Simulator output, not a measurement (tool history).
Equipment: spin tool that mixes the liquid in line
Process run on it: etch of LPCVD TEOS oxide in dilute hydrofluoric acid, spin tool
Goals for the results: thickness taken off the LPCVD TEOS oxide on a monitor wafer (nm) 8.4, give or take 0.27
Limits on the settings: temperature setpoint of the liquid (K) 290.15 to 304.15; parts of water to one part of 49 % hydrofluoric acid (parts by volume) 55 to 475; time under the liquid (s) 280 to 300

| run | hour | temperature setpoint of the liquid (K) | parts of water to one part of 49 % hydrofluoric acid (parts by volume) | time under the liquid (s) | thickness taken off the LPCVD TEOS oxide on a monitor wafer (nm) |
|---|---|---|---|---|---|
| 1 | 0 | 296.15 | 265 | 280 | 18.971 |
| 2 | 6.2 | 295.65 | 285 | 280 | 16.955 |
| 3 | 9.9 | 295.15 | 300 | 280 | 15.37 |
| 4 | 15.7 | 295.15 | 340 | 280 | 13.362 |
| 5 | 21.7 | 294.65 | 350 | 280 | 12.744 |
|  | 30.3 | hydrofluoric acid flow meter replaced |
| 6 | 30.3 | 294.65 | 350 | 280 | 11.428 |
| 7 | 38.2 | 294.15 | 350 | 280 | 11.172 |
| 8 | 39.1 | 293.65 | 350 | 280 | 11.072 |
| 9 | 42.2 | 293.65 | 350 | 280 | 11.155 |
| 10 | 45.5 | 293.15 | 350 | 280 | 10.95 |
| 11 | 47.4 | 292.65 | 355 | 280 | 10.433 |
| 12 | 53.3 | 292.15 | 360 | 280 | 10.282 |
| 13 | 54 | 292.15 | 365 | 280 | 10.16 |
| 14 | 61.3 | 292.15 | 370 | 280 | 9.665 |
| 15 | 64.6 | 291.65 | 370 | 280 | 9.5671 |
| 16 | 67.4 | 290.65 | 380 | 280 | 8.916 |
| 17 | 70.6 | 290.65 | 380 | 280 | 8.9239 |

Which of these 5 next moves meets every target?
| A | 73.8 | 290.15 | 380 | 300 | ? |
| B | 73.8 | 291.15 | 370 | 280 | ? |
| C | 73.8 | 290.65 | 395 | 300 | ? |
| D | 73.8 | 290.15 | 365 | 285 | ? |
| E | 73.8 | 291.65 | 410 | 280 | ? |

| move | thickness taken off the LPCVD TEOS oxide on a monitor wafer (nm) |
|---|---|
| A | 9.4687 |
| B | 9.4872 |
| C | 9.1668 |
| D | 9.4767 |
| E | 8.4406 |
A: lands further from the targets than the last run did
B: lands further from the targets than the last run did
C: lands further from the targets than the last run did
D: lands further from the targets than the last run did
E: hits every target within its allowed miss
Answer: E
